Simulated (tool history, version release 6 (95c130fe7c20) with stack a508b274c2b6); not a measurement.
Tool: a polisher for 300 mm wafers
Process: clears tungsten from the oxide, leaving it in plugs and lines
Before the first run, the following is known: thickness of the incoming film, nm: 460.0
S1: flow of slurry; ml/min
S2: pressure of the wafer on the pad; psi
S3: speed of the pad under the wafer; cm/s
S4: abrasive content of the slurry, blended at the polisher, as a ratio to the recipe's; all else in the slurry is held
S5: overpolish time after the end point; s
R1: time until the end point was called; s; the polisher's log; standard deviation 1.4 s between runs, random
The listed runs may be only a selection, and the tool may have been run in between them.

| run | hour | S1 | S2 | S3 | S4 | S5 | R1 |
|---|---|---|---|---|---|---|---|
| 1 | 0 | 205 | 4.5 | 138 | 1 | 7 | 72.823 |
| 2 | 7 | 205 | 4 | 138 | 1 | 7 | 82.144 |
| 3 | 10.1 | 205 | 4 | 138 | 1 | 5 | 82.125 |
| 4 | 17.2 | 205 | 3.7 | 138 | 1 | 5 | 87.772 |
| 5 | 22.5 | 205 | 3.7 | 138 | 1 | 5 | 86.307 |
| 6 | 28.2 | 205 | 3.7 | 138 | 1 | 7 | 87.451 |
| 7 | 30.8 | 205 | 3.7 | 138 | 1 | 7 | 88.905 |

Estimate the outcome of run 8 from the log above:
|  | 34.2 | slurry nozzle cleaned |
| 8 | 34.2 | 205 | 3.5 | 138 | 1 | 7 | ? |

Run 8 produced R1 87.697 s.
